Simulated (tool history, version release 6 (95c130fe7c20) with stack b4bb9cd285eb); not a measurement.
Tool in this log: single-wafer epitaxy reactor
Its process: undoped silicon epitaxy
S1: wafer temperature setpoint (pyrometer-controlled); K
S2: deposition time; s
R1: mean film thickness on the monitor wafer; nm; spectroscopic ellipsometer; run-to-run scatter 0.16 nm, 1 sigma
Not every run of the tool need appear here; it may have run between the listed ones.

run 1 hour=0.0 | S1=923.15 S2=341 | R1=52.662
run 2 hour=3.6 | S1=923.15 S2=316 | R1=48.663
run 3 hour=11.7 | S1=925.15 S2=316 | R1=50.617
run 4 hour=20.4 | S1=931.15 S2=316 | R1=56.854
run 5 hour=24.7 | S1=940.15 S2=316 | R1=67.476
run 6 hour=28.4 | S1=940.15 S2=361 | R1=76.811

What does the tool deliver on the next run?
run 7 hour=31.8 | S1=940.15 S2=361 | R1=?

Run 7 gave R1 76.555 nm.

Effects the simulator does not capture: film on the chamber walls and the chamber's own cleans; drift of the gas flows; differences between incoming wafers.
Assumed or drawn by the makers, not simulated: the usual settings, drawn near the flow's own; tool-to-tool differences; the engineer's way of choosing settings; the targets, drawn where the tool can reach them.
